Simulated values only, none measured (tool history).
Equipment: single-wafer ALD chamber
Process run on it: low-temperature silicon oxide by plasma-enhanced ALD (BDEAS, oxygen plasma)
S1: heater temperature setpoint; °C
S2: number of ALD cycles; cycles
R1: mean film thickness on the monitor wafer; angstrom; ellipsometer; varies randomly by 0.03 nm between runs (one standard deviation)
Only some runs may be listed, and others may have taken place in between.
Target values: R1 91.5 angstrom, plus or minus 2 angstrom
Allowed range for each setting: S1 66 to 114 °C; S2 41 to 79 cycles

run 1 day=0 | S1=90 S2=60 | R1=82.663
run 2 day=0.108 | S1=80 S2=60 | R1=86.179
run 3 day=0.238 | S1=79 S2=60 | R1=86.077
run 4 day=0.342 | S1=73 S2=60 | R1=88.471
run 5 day=0.717 | S1=73 S2=68 | R1=99.631
run 6 day=0.746 | S1=66 S2=68 | R1=101.99
run 7 day=0.946 | S1=66 S2=68 | R1=102.42
run 8 day=1.058 | S1=68 S2=67 | R1=100.6
run 9 day=1.338 | S1=70 S2=67 | R1=99.187
run 10 day=1.504 | S1=72 S2=67 | R1=98.326
run 11 day=1.633 | S1=73 S2=67 | R1=98.23
run 12 day=1.658 | S1=74 S2=67 | R1=97.743
run 13 day=1.779 | S1=75 S2=67 | R1=97.461
run 14 day=2.121 | S1=76 S2=67 | R1=97.3

Of the 5 settings listed for the next run, only one would bring every result within its allowed miss of target. Which one?
run A day=2.462 | S1=76 S2=71 | R1=?
run B day=2.462 | S1=78 S2=64 | R1=?
run C day=2.462 | S1=69 S2=67 | R1=?
run D day=2.462 | S1=74 S2=65 | R1=?
run E day=2.462 | S1=82 S2=72 | R1=?

move=A R1=102.61
move=B R1=91.851
move=C R1=99.189
move=D R1=94.594
move=E R1=101.88
A: misses by more than the last run did
B: in spec on every target
C: misses by more than the last run did
D: nearer than the last run, and not there yet
E: misses by more than the last run did
Go with B: it meets all targets.

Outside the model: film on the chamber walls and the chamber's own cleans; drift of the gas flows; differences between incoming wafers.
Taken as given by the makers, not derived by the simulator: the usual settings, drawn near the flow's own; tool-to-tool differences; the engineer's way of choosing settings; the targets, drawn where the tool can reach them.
